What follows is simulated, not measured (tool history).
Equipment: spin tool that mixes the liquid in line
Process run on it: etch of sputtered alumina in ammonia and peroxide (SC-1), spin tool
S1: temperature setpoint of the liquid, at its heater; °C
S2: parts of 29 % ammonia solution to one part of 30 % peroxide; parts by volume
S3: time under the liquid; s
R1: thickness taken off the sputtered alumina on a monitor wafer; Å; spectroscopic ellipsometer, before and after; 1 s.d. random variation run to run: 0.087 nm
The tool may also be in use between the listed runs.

run 1 day=0 | S1=60 S2=0.65 S3=310 | R1=183.68
run 2 day=0.112 | S1=60 S2=0.55 S3=310 | R1=180.38
run 3 day=0.438 | S1=58 S2=0.55 S3=310 | R1=160.85
run 4 day=0.571 | S1=56.5 S2=0.55 S3=310 | R1=149.04
run 5 day=0.921 | S1=55.5 S2=0.55 S3=310 | R1=143.08
run 6 day=1.267 | S1=54.5 S2=0.55 S3=310 | R1=135.98
run 7 day=1.462 | S1=53.5 S2=0.55 S3=310 | R1=129.39

Forecast run 8:
run 8 day=1.533 | S1=53 S2=0.55 S3=310 | R1=?

R1: 123.83 Å
